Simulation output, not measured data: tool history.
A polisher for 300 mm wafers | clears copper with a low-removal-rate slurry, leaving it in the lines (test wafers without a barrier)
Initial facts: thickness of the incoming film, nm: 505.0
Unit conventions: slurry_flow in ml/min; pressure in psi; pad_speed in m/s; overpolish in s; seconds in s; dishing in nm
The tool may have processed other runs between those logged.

run 1 day=0 | slurry_flow=195 pressure=3.3 pad_speed=0.98 slurry_solids=1 overpolish=18 | seconds=198.85 dishing=31.463
run 2 day=0.267 | slurry_flow=195 pressure=3.1 pad_speed=0.98 slurry_solids=1 overpolish=15 | seconds=207.3 dishing=26.288
run 3 day=0.45 | slurry_flow=195 pressure=2.9 pad_speed=0.98 slurry_solids=1 overpolish=13 | seconds=222.61 dishing=21.502
run 4 day=0.496 | slurry_flow=195 pressure=3.7 pad_speed=0.98 slurry_solids=1 overpolish=13 | seconds=170.19 dishing=26.959
run 5 day=0.6 | slurry_flow=195 pressure=3.4 pad_speed=0.96 slurry_solids=1 overpolish=12 | seconds=193.3 dishing=22.767
run 6 day=0.625 | slurry_flow=195 pressure=3.4 pad_speed=0.96 slurry_solids=1.1 overpolish=12 | seconds=189.64 dishing=23.597

Estimate the outcome of run 7 from the log above:
run 7 day=0.896 | slurry_flow=195 pressure=3.2 pad_speed=0.96 slurry_solids=1.1 overpolish=11 | seconds=? dishing=?

{"run 7": {"seconds": 196.39, "dishing": 20.186}}
